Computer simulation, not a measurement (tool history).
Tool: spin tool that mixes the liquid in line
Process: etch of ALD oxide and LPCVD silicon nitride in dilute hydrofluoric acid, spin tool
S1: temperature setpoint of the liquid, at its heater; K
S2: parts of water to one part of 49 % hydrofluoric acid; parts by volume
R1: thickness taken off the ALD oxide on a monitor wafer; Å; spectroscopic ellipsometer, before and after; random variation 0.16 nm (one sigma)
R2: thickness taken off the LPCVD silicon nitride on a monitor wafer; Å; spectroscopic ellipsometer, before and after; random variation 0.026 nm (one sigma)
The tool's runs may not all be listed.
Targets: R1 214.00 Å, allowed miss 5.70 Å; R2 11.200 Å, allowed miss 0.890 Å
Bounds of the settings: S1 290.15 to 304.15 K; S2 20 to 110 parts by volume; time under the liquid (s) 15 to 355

run 1 hour=0.0 | S1=296.15 S2=60 time_under_the_liquid_(s)=180 | R1=277.67 R2=16.556
run 2 hour=1.0 | S1=294.15 S2=60 time_under_the_liquid_(s)=180 | R1=255.87 R2=13.698
run 3 hour=3.9 | S1=295.65 S2=60 time_under_the_liquid_(s)=180 | R1=269.84 R2=15.074
run 4 hour=12.3 | S1=292.15 S2=60 time_under_the_liquid_(s)=180 | R1=231.07 R2=12.311
run 5 hour=17.5 | S1=292.15 S2=60 time_under_the_liquid_(s)=255 | R1=334.90 R2=17.114
run 6 hour=25.7 | S1=292.15 S2=65 time_under_the_liquid_(s)=255 | R1=303.36 R2=15.925
run 7 hour=29.1 | S1=291.65 S2=70 time_under_the_liquid_(s)=255 | R1=275.06 R2=14.609
run 8 hour=36.2 | S1=291.15 S2=75 time_under_the_liquid_(s)=255 | R1=249.25 R2=12.931
run 9 hour=40.4 | S1=290.65 S2=80 time_under_the_liquid_(s)=255 | R1=229.22 R2=11.658

Which of these 5 next moves meets every target?
run A hour=44.6 | S1=301.65 S2=100 time_under_the_liquid_(s)=190 | R1=? R2=?
run B hour=44.6 | S1=298.15 S2=95 time_under_the_liquid_(s)=210 | R1=? R2=?
run C hour=44.6 | S1=295.65 S2=90 time_under_the_liquid_(s)=220 | R1=? R2=?
run D hour=44.6 | S1=292.65 S2=75 time_under_the_liquid_(s)=235 | R1=? R2=?
run E hour=44.6 | S1=291.15 S2=75 time_under_the_liquid_(s)=220 | R1=? R2=?

move=A R1=205.15 R2=14.906
move=B R1=209.81 R2=13.834
move=C R1=211.28 R2=12.952
move=D R1=243.59 R2=13.485
move=E R1=214.06 R2=11.375
A: takes the result that was furthest off past its target
B: brings the result that was furthest off to its target, and leaves another outside
C: brings the result that was furthest off to its target, and leaves another outside
D: further off than the last run
E: meets every target
Answer: E
